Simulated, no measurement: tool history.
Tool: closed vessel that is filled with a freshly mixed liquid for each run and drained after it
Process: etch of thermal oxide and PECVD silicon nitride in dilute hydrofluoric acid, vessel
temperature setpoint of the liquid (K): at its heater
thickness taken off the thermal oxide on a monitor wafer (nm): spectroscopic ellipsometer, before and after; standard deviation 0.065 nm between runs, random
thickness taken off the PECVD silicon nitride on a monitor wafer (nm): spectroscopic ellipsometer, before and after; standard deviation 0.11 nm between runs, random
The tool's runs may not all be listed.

run,hour,temperature setpoint of the liquid (K),parts of water to one part of 49 % hydrofluoric acid (parts by volume),time in the liquid (s),thickness taken off the thermal oxide on a monitor wafer (nm),thickness taken off the PECVD silicon nitride on a monitor wafer (nm)
1,0,296.15,280,1800,22.903,13.39
2,2,295.65,285,1810,22.129,12.577
3,10.3,295.65,290,1820,21.824,12.626
4,14.5,295.15,295,1830,21.042,12.048
5,16.3,295.15,385,1830,14.897,9.2539
6,21.6,296.65,385,1830,15.642,10.001
7,24.7,296.15,370,1800,16.033,10.147
8,29.3,295.65,355,1780,16.447,10.097

Run 9 comes next. What will it give?
9,33.4,295.65,355,1780,?,?

{"run 9": {"thickness taken off the thermal oxide on a monitor wafer (nm)": 16.335, "thickness taken off the PECVD silicon nitride on a monitor wafer (nm)": 9.9834}}
